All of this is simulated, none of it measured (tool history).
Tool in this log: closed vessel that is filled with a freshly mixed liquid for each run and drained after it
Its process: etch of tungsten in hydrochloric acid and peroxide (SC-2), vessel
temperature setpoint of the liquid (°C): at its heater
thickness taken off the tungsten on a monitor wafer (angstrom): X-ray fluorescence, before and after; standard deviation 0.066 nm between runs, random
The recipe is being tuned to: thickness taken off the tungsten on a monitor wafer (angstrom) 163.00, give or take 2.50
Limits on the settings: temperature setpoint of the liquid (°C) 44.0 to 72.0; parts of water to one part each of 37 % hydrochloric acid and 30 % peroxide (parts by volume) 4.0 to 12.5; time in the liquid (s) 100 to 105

| run | hour | temperature setpoint of the liquid (°C) | parts of water to one part each of 37 % hydrochloric acid and 30 % peroxide (parts by volume) | time in the liquid (s) | thickness taken off the tungsten on a monitor wafer (angstrom) |
|---|---|---|---|---|---|
| 1 | 0.0 | 60.0 | 7.0 | 100 | 269.02 |
| 2 | 4.0 | 58.5 | 7.0 | 100 | 245.66 |
| 3 | 13.1 | 54.0 | 7.0 | 100 | 183.31 |
| 4 | 17.5 | 53.5 | 7.0 | 100 | 176.79 |
| 5 | 26.3 | 53.5 | 9.0 | 100 | 144.85 |
| 6 | 28.9 | 54.0 | 9.0 | 100 | 148.76 |
| 7 | 30.8 | 54.5 | 9.0 | 100 | 155.03 |
| 8 | 33.3 | 55.0 | 9.0 | 100 | 159.62 |

4 next moves are on the table. One of them brings every result within its allowed miss. Which?
| A | 35.8 | 54.5 | 9.0 | 105 | ? |
| B | 35.8 | 54.5 | 9.5 | 105 | ? |
| C | 35.8 | 57.5 | 12.0 | 105 | ? |
| D | 35.8 | 54.0 | 8.5 | 100 | ? |

| move | thickness taken off the tungsten on a monitor wafer (angstrom) |
|---|---|
| A | 162.75 |
| B | 155.68 |
| C | 155.07 |
| D | 157.20 |
A: every result lands within tolerance
B: misses by more than the last run did
C: misses by more than the last run did
D: misses by more than the last run did
A meets every target.
